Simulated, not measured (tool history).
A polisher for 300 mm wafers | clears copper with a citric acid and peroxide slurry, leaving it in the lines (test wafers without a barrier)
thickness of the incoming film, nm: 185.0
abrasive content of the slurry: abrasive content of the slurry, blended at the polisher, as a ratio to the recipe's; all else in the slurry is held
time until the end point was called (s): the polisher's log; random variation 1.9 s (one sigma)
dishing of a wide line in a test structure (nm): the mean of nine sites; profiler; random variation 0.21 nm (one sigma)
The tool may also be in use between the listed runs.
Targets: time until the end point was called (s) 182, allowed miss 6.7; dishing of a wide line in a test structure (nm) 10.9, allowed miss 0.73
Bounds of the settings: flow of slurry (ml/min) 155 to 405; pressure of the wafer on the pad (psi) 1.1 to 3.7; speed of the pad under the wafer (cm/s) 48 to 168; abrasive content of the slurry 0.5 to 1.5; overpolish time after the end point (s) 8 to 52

run  hour  flow of slurry (ml/min)  pressure of the wafer on the pad (psi)  speed of the pad under the wafer (cm/s)  abrasive content of the slurry  overpolish time after the end point (s)  time until the end point was called (s)  dishing of a wide line in a test structure (nm)
  1     0                      260                                     2.4                                      108                               1                                       26                                   77.227                                           26.051
  2   5.9                      205                                     2.4                                      108                               1                                       26                                   79.454                                           25.365
  3   9.8                      205                                     1.8                                      108                               1                                       26                                   105.95                                            22.06
  4  13.9                      200                                     1.7                                      106                               1                                       24                                   112.74                                           19.962
  5  17.7                      200                                     1.7                                      106                               1                                       35                                   114.89                                           24.044
  6  20.2                      195                                     1.6                                      102                               1                                       32                                   123.95                                           22.136
  7  22.5                      190                                     1.5                                      100                               1                                       29                                   135.64                                           20.128
  8  30.9                      185                                     1.5                                       98                               1                                       26                                   141.11                                           18.799
  9  38.3                      185                                     1.5                                       98                               1                                       26                                    136.3                                           18.241
 10  44.7                      185                                     1.5                                       96                               1                                       24                                   143.02                                           17.795
 11  52.6                      180                                     1.5                                       96                               1                                       22                                   144.21                                           16.594
     58.4  -- head pressure recalibrated
 12  58.4                      155                                     1.1                                       84                               1                                        9                                    239.4                                           5.1907
 13    61                      170                                     1.1                                       84                               1                                       10                                   240.05                                           5.8704
 14  62.7                      175                                     1.2                                       84                               1                                       11                                   214.29                                           6.9886
 15  70.1                      190                                     1.2                                       84                               1                                       11                                   213.73                                           7.0663
 16  77.5                      200                                     1.7                                       84                               1                                       24                                   153.82                                           16.743
 17  83.8                      200                                     1.7                                       84                               1                                       23                                   151.26                                           16.471
 18  85.5                      200                                     1.7                                       84                               1                                       22                                   153.49                                           16.241
 19  89.5                      200                                     1.7                                       84                               1                                       21                                   153.45                                           15.449
 20  93.4                      200                                     1.2                                       84                               1                                        8                                   214.94                                           5.4204

4 next moves are on the table. One of them brings every result within its allowed miss. Which?
  A  97.3                      195                                     1.2                                      112                            0.85                                       15                                        ?                                                ?
  B  97.3                      270                                     1.1                                       92                             1.1                                       21                                        ?                                                ?
  C  97.3                      160                                     1.5                                       82                               1                                       16                                        ?                                                ?
  D  97.3                      170                                     1.3                                      106                               1                                       12                                        ?                                                ?

move  time until the end point was called (s)  dishing of a wide line in a test structure (nm)
   A                                   166.26                                           10.691
   B                                   198.68                                           12.045
   C                                   179.77                                           10.688
   D                                   160.06                                           9.2452
A: brings the result that was furthest off to its target, and leaves another outside
B: takes the result that was furthest off past its target
C: meets every target
D: nearer than the last run, and not there yet
Move C is the one to make.
